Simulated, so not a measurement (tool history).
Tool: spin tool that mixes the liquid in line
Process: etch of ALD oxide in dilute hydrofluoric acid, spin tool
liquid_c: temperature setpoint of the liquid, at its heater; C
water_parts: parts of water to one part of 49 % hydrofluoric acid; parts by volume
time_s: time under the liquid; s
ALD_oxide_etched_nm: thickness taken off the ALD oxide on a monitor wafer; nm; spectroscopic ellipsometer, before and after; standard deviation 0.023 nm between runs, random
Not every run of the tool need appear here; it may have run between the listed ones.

run  hour  liquid_c  water_parts  time_s  ALD_oxide_etched_nm
  1     0        21          190     100               5.5157
  2   2.9        20          195     100               5.1501
  3   5.1        20          195     100               5.1404
  4  12.4        20          195     100               5.1523
  5  19.7      19.5          200     100               4.9137
     22.2  -- thermometer replaced
  6  22.2        19          205     100               4.4383
  7  26.1      18.5          205     100               4.3881

For run 8, what comes out?
  8  34.5        18          205     100                    ?

ALD_oxide_etched_nm: 4.342 nm
